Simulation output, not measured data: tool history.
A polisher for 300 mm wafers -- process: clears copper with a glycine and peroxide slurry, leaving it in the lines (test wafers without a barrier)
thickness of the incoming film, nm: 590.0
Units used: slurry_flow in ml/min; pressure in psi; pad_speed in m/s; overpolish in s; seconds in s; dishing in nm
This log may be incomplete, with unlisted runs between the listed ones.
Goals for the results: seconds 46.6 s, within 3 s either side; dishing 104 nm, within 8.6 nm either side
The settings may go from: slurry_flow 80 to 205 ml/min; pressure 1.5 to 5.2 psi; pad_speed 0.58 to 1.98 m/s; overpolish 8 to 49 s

run	hour	slurry_flow	pressure	pad_speed	overpolish	seconds	dishing
1	0	135	3.3	1.28	25	91.055	79.158
2	3.6	135	3.3	1.28	35	88.436	92.008
3	9.9	135	3.3	1	35	111.37	81.58
4	12.8	135	3.3	1	26	109.83	66.579
5	20.6	135	2.9	1	26	118.17	62.318
6	23.3	135	3.1	1.08	24	105.71	66.139
7	26.5	135	3.3	1.14	23	98.137	67.067
8	28.7	135	3.5	1.18	23	93.798	71.222
9	30.7	135	3.5	1.18	23	94.272	71.629

Which single option among these 4 for the next run brings every result within its allowed miss of target? Just one does.
A	32.7	170	4.6	1.46	30	?	?
B	32.7	140	4.4	1.98	8	?	?
C	32.7	160	5.1	1.4	42	?	?
D	32.7	125	4.5	1.96	26	?	?

move	seconds	dishing
A	57.057	105.38
B	46.429	55.805
C	54.508	118.92
D	47.039	105.69
A: an improvement on the last run, though not all results are within tolerance
B: corrects the largest miss of the last run, while another result sits out of spec
C: an improvement on the last run, though not all results are within tolerance
D: every result within its allowed miss
Move D is the one to make.

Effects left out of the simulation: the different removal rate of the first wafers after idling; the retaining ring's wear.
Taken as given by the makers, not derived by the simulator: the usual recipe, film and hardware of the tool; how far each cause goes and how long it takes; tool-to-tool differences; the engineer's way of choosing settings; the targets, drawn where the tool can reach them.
